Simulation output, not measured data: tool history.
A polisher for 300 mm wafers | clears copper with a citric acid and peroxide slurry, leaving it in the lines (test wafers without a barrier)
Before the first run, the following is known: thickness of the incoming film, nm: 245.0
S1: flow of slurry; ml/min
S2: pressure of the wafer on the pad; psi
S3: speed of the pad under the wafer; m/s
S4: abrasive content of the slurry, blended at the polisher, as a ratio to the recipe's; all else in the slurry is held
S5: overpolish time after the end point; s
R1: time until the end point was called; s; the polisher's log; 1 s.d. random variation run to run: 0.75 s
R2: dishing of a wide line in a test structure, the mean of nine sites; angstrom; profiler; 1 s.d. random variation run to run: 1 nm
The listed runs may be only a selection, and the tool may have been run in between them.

run  hour   S1   S2    S3   S4  S5       R1      R2
  1   0.0  315  2.7  1.06  1.0  20  118.170  266.00
  2   8.1  315  2.9  1.06  1.0  22  109.770  318.04
  3  13.4  315  2.9  0.82  1.0  22  143.550  246.73
  4  17.3  315  2.3  0.82  1.0  22  169.130  213.39
  5  22.6  315  2.8  0.86  1.0  23  139.050  270.16
  6  27.8  315  2.8  0.64  1.0  23  185.940  196.64
  7  30.4  315  3.2  0.74  1.0  24  143.390  258.50
  8  37.8  315  3.5  0.80  1.0  25  124.080  326.07

Predict the results of run 9:
  9  43.1  325  4.1  0.98  1.0  23   ?   ?

{"run 9": {"R1": 87.353, "R2": 397.36}}
